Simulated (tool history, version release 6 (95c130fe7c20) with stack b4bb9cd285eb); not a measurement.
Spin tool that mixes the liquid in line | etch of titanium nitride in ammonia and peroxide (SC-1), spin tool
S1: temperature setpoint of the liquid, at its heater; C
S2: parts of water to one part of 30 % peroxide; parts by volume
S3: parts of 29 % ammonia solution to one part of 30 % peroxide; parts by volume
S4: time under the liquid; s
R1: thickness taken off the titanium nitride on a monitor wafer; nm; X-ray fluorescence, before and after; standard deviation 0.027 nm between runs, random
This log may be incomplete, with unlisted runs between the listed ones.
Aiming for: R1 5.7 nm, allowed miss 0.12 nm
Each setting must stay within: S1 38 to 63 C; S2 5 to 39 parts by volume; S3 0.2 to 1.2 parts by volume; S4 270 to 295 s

{"run": 1, "hour": 0.0, "S1": 47, "S2": 21.5, "S3": 0.8, "S4": 270, "R1": 8.1756}
{"run": 2, "hour": 9.1, "S1": 40, "S2": 21.5, "S3": 0.8, "S4": 270, "R1": 4.9504}
{"run": 3, "hour": 10.8, "S1": 46, "S2": 21.5, "S3": 0.8, "S4": 270, "R1": 7.6502}
{"run": 4, "hour": 18.1, "S1": 39.5, "S2": 21.5, "S3": 0.8, "S4": 270, "R1": 4.7681}
{"run": 5, "hour": 19.1, "S1": 39.5, "S2": 21.5, "S3": 0.8, "S4": 270, "R1": 4.7849}
{"run": 6, "hour": 27.1, "S1": 40, "S2": 21.5, "S3": 0.8, "S4": 270, "R1": 4.9201}
{"run": 7, "hour": 31.4, "S1": 40.5, "S2": 21.5, "S3": 0.8, "S4": 270, "R1": 5.091}
{"run": 8, "hour": 33.6, "S1": 41, "S2": 21.5, "S3": 0.8, "S4": 270, "R1": 5.3065}
{"run": 9, "hour": 40.6, "S1": 41.5, "S2": 21.5, "S3": 0.8, "S4": 270, "R1": 5.5246}

Which one of the following 4 next-run settings gets every result inside its allowed miss? There is exactly one.
{"run": "A", "hour": 47.6, "S1": 44, "S2": 26, "S3": 0.75, "S4": 280, "R1": "?"}
{"run": "B", "hour": 47.6, "S1": 41.5, "S2": 21.5, "S3": 0.65, "S4": 275, "R1": "?"}
{"run": "C", "hour": 47.6, "S1": 40.5, "S2": 17.5, "S3": 0.8, "S4": 270, "R1": "?"}
{"run": "D", "hour": 47.6, "S1": 42, "S2": 21.5, "S3": 0.85, "S4": 280, "R1": "?"}

move=A R1=6.1366
move=B R1=5.4417
move=C R1=5.7701
move=D R1=6.0333
A: takes the biggest miss from the last run beyond its target
B: misses by more than the last run did
C: all results land within tolerance of their targets
D: takes the biggest miss from the last run beyond its target
So the answer is move C, the one that meets all the targets.
